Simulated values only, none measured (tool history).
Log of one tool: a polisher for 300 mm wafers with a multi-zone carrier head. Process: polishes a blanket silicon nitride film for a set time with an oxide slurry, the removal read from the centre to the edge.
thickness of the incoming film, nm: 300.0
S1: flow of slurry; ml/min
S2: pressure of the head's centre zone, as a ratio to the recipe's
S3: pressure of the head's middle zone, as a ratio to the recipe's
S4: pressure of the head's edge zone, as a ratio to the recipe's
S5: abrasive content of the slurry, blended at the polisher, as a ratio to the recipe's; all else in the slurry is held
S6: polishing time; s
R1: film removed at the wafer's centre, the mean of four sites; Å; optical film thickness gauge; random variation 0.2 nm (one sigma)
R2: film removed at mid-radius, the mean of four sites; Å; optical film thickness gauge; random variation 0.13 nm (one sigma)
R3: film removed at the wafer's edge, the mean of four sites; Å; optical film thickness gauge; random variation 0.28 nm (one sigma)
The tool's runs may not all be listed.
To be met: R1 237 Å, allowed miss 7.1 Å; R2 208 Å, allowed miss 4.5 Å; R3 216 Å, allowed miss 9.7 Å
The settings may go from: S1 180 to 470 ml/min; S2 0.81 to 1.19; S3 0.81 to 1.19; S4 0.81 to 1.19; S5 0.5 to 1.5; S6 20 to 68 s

run,hour,S1,S2,S3,S4,S5,S6,R1,R2,R3
1,0,300,1,1,1,1,44,244.86,231.71,238.52
2,3.8,300,0.92,1,1,1,44,227.29,230.72,239.49
3,10.6,300,0.92,1,1.03,1,44,228.63,229.76,238.26
4,16,300,0.92,0.92,1.03,1,44,226.41,219.82,243.23
5,17,335,0.92,0.92,1.03,1,44,227.34,223.09,247.2
6,19.5,305,0.95,0.93,0.99,0.95,44,229.93,217.11,233.98
7,27.6,290,0.97,0.93,0.96,0.95,44,230.57,214.65,225.28
8,34.2,280,0.98,0.92,0.95,0.95,44,232.98,213.41,231.32
9,36,285,1,0.92,0.93,0.9,44,230.36,208.04,220.15

Which of these 5 next moves meets every target?
A,37.8,280,0.95,0.86,1,0.9,46,?,?,?
B,37.8,325,0.94,0.94,0.98,0.7,49,?,?,?
C,37.8,260,0.93,0.9,0.97,1.25,39,?,?,?
D,37.8,305,0.97,0.96,0.99,0.9,43,?,?,?
E,37.8,190,1.07,0.95,0.91,0.85,47,?,?,?

move,R1,R2,R3
A,229.32,206.82,234.26
B,218.33,210.83,221.25
C,217.55,206.16,223.36
D,220.44,210.71,219.24
E,236.03,208.2,213.38
A: further off than the last run
B: further off than the last run
C: further off than the last run
D: further off than the last run
E: meets every target
Move E is the one to make.

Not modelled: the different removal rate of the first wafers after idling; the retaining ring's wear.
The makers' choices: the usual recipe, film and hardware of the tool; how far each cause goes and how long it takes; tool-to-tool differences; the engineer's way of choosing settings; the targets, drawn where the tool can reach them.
